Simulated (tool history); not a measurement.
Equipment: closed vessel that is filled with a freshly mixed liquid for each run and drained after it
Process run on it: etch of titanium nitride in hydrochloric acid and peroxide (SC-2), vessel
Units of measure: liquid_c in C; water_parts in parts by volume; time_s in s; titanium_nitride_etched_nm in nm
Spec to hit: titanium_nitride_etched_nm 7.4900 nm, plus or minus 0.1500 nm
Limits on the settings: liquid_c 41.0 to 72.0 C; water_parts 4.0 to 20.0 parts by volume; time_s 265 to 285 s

{"run": 1, "day": 0.0, "liquid_c": 57.0, "water_parts": 11.0, "time_s": 265, "titanium_nitride_etched_nm": 13.392}
{"run": 2, "day": 0.133, "liquid_c": 57.0, "water_parts": 11.0, "time_s": 265, "titanium_nitride_etched_nm": 13.343}
{"run": 3, "day": 0.325, "liquid_c": 57.0, "water_parts": 11.0, "time_s": 265, "titanium_nitride_etched_nm": 13.416}
{"run": 4, "day": 0.467, "liquid_c": 57.0, "water_parts": 7.5, "time_s": 265, "titanium_nitride_etched_nm": 18.404}
{"run": 5, "day": 0.708, "liquid_c": 53.0, "water_parts": 7.5, "time_s": 265, "titanium_nitride_etched_nm": 14.285}
{"run": 6, "day": 0.771, "liquid_c": 53.0, "water_parts": 7.5, "time_s": 285, "titanium_nitride_etched_nm": 15.328}
{"run": 7, "day": 1.033, "liquid_c": 50.0, "water_parts": 7.5, "time_s": 285, "titanium_nitride_etched_nm": 12.519}
{"run": 8, "day": 1.154, "liquid_c": 48.0, "water_parts": 7.5, "time_s": 285, "titanium_nitride_etched_nm": 10.93}
{"run": 9, "day": 1.483, "liquid_c": 46.5, "water_parts": 7.5, "time_s": 285, "titanium_nitride_etched_nm": 9.8539}
{"run": 10, "day": 1.592, "liquid_c": 45.5, "water_parts": 7.5, "time_s": 285, "titanium_nitride_etched_nm": 9.1689}
{"run": 11, "day": 1.888, "liquid_c": 44.5, "water_parts": 7.5, "time_s": 285, "titanium_nitride_etched_nm": 8.6723}

Consider the 5 candidate settings below. Which is the only one whose results all fall within their allowed miss of target?
{"run": "A", "day": 2.183, "liquid_c": 42.0, "water_parts": 8.0, "time_s": 280, "titanium_nitride_etched_nm": "?"}
{"run": "B", "day": 2.183, "liquid_c": 47.0, "water_parts": 7.0, "time_s": 280, "titanium_nitride_etched_nm": "?"}
{"run": "C", "day": 2.183, "liquid_c": 46.5, "water_parts": 6.0, "time_s": 270, "titanium_nitride_etched_nm": "?"}
{"run": "D", "day": 2.183, "liquid_c": 47.5, "water_parts": 11.5, "time_s": 285, "titanium_nitride_etched_nm": "?"}
{"run": "E", "day": 2.183, "liquid_c": 42.5, "water_parts": 7.5, "time_s": 275, "titanium_nitride_etched_nm": "?"}

move=A titanium_nitride_etched_nm=6.7520
move=B titanium_nitride_etched_nm=10.5940
move=C titanium_nitride_etched_nm=11.1080
move=D titanium_nitride_etched_nm=7.4365
move=E titanium_nitride_etched_nm=7.2291
A: takes the biggest miss from the last run beyond its target
B: further off than the last run
C: further off than the last run
D: meets every target
E: takes the biggest miss from the last run beyond its target
Move D is the one to make.
